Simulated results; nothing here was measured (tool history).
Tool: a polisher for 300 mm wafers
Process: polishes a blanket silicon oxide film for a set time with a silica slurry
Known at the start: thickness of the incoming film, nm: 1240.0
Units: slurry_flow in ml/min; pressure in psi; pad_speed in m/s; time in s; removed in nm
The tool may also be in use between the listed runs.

| run | hour | slurry_flow | pressure | pad_speed | slurry_solids | time | removed |
|---|---|---|---|---|---|---|---|
| 1 | 0 | 290 | 5 | 1.18 | 1 | 111 | 517.36 |
| 2 | 5.7 | 290 | 5 | 1.18 | 0.85 | 111 | 477.59 |
| 3 | 13.8 | 285 | 4.8 | 1.18 | 0.85 | 111 | 453.07 |
| 4 | 22.5 | 285 | 4.8 | 1.18 | 1 | 111 | 499.25 |
| 5 | 30.7 | 325 | 4.8 | 1.18 | 1 | 111 | 503.84 |
| 6 | 36.1 | 325 | 5.9 | 1.18 | 1 | 111 | 613.39 |
| 7 | 38.7 | 325 | 5.2 | 1.18 | 1 | 111 | 546.39 |

Run 8 comes next. What will it give?
| 8 | 39.6 | 325 | 5.2 | 1.18 | 1 | 111 | ? |

Run 8 gave removed 541.66 nm.

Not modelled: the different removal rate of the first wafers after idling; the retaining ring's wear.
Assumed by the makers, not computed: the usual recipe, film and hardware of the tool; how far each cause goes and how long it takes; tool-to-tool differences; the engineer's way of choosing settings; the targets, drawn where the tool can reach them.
